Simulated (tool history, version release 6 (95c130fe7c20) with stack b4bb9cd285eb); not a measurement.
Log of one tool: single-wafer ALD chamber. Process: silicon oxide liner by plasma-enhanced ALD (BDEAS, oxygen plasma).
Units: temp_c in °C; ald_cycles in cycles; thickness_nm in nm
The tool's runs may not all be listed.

run,hour,temp_c,ald_cycles,thickness_nm
1,0,315,74,7.0511
2,7.5,325,74,6.9024
3,12.6,326,72,6.7182
4,20.7,326,78,7.279
5,28,327,75,6.9861
6,31.9,327,73,6.7559
7,34.7,328,71,6.6292
8,35.4,328,69,6.4833
9,39.5,328,67,6.2351
10,44,328,66,6.1622
11,49.4,328,66,6.1506
12,58.1,328,65,6.0427

Forecast run 13:
13,63.3,328,64,?

{"run 13": {"thickness_nm": 5.9466}}
